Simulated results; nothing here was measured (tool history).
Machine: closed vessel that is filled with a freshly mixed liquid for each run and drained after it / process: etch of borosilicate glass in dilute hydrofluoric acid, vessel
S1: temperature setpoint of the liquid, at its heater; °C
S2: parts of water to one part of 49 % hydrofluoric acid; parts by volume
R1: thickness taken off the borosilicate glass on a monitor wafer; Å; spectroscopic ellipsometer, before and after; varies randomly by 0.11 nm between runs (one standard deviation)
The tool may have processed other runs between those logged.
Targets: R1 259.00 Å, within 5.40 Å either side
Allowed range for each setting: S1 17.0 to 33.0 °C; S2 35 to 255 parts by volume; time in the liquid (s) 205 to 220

run 1 hour=0.0 | S1=25.0 S2=145 time_in_the_liquid_(s)=205 | R1=435.64
run 2 hour=3.3 | S1=25.0 S2=120 time_in_the_liquid_(s)=205 | R1=537.15
run 3 hour=5.2 | S1=23.0 S2=135 time_in_the_liquid_(s)=205 | R1=439.08
run 4 hour=13.8 | S1=21.5 S2=145 time_in_the_liquid_(s)=205 | R1=382.41
run 5 hour=22.1 | S1=21.5 S2=120 time_in_the_liquid_(s)=205 | R1=471.51
run 6 hour=28.9 | S1=21.5 S2=90 time_in_the_liquid_(s)=205 | R1=652.18
run 7 hour=37.0 | S1=20.5 S2=110 time_in_the_liquid_(s)=205 | R1=498.66
run 8 hour=45.3 | S1=20.5 S2=110 time_in_the_liquid_(s)=205 | R1=505.54
run 9 hour=46.4 | S1=19.5 S2=125 time_in_the_liquid_(s)=205 | R1=414.75
run 10 hour=51.2 | S1=19.0 S2=135 time_in_the_liquid_(s)=205 | R1=375.13
run 11 hour=52.5 | S1=18.5 S2=145 time_in_the_liquid_(s)=205 | R1=337.85
run 12 hour=59.0 | S1=18.0 S2=150 time_in_the_liquid_(s)=205 | R1=317.93
run 13 hour=62.8 | S1=18.0 S2=155 time_in_the_liquid_(s)=205 | R1=305.46

5 next moves are on the table. One of them brings every result within its allowed miss. Which?
run A hour=66.6 | S1=19.0 S2=145 time_in_the_liquid_(s)=205 | R1=?
run B hour=66.6 | S1=19.0 S2=185 time_in_the_liquid_(s)=220 | R1=?
run C hour=66.6 | S1=17.0 S2=180 time_in_the_liquid_(s)=215 | R1=?
run D hour=66.6 | S1=18.0 S2=145 time_in_the_liquid_(s)=220 | R1=?
run E hour=66.6 | S1=17.5 S2=135 time_in_the_liquid_(s)=220 | R1=?

move=A R1=342.83
move=B R1=277.08
move=C R1=258.21
move=D R1=353.31
move=E R1=375.53
A: misses by more than the last run did
B: gains on the last run, yet a result remains outside its allowed miss
C: hits every target within its allowed miss
D: misses by more than the last run did
E: misses by more than the last run did
C meets every target.
